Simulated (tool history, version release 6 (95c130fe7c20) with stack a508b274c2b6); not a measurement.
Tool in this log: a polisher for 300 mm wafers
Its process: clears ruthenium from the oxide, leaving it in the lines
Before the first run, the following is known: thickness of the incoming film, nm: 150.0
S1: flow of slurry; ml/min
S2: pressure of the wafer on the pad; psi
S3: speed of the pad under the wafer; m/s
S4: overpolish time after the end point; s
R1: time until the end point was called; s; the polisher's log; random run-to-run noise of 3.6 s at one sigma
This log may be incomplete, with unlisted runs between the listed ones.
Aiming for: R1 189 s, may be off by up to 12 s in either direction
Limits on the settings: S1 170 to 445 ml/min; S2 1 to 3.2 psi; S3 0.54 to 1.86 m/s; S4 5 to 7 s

{"run": 1, "day": 0.0, "S1": 285, "S2": 2.1, "S3": 1.18, "S4": 7, "R1": 115.37}
{"run": 2, "day": 0.212, "S1": 285, "S2": 2.1, "S3": 1.34, "S4": 7, "R1": 98.404}
{"run": 3, "day": 0.4, "S1": 285, "S2": 2, "S3": 1.32, "S4": 7, "R1": 101.11}
{"run": 4, "day": 0.596, "S1": 285, "S2": 1.9, "S3": 1.28, "S4": 7, "R1": 109.65}
{"run": 5, "day": 0.958, "S1": 285, "S2": 1.8, "S3": 1.24, "S4": 7, "R1": 124.84}
{"run": 6, "day": 1.3, "S1": 355, "S2": 1.8, "S3": 1.24, "S4": 7, "R1": 121.31}
{"run": 7, "day": 1.371, "S1": 355, "S2": 1.7, "S3": 1.22, "S4": 7, "R1": 126.91}
{"run": 8, "day": 1.446, "S1": 355, "S2": 1.7, "S3": 1.22, "S4": 7, "R1": 133.36}
{"run": 9, "day": 1.667, "S1": 355, "S2": 1.6, "S3": 1.22, "S4": 7, "R1": 137.87}
{"run": 10, "day": 1.792, "S1": 355, "S2": 1.5, "S3": 1.22, "S4": 7, "R1": 146.63}
{"run": 11, "day": 1.892, "S1": 355, "S2": 1.3, "S3": 1.2, "S4": 7, "R1": 167.16}

Consider the 4 candidate settings below. Which is the only one whose results all fall within their allowed miss of target?
{"run": "A", "day": 1.992, "S1": 355, "S2": 1.5, "S3": 1.06, "S4": 7, "R1": "?"}
{"run": "B", "day": 1.992, "S1": 415, "S2": 1.5, "S3": 0.88, "S4": 5, "R1": "?"}
{"run": "C", "day": 1.992, "S1": 325, "S2": 1.3, "S3": 0.86, "S4": 6, "R1": "?"}
{"run": "D", "day": 1.992, "S1": 300, "S2": 1.9, "S3": 1.12, "S4": 5, "R1": "?"}

move=A R1=165.26
move=B R1=193.8
move=C R1=229.37
move=D R1=128.3
A: its largest miss is bigger than the last run's
B: each result inside its tolerance
C: takes the biggest miss from the last run beyond its target
D: its largest miss is bigger than the last run's
Correct choice: B, which meets every target

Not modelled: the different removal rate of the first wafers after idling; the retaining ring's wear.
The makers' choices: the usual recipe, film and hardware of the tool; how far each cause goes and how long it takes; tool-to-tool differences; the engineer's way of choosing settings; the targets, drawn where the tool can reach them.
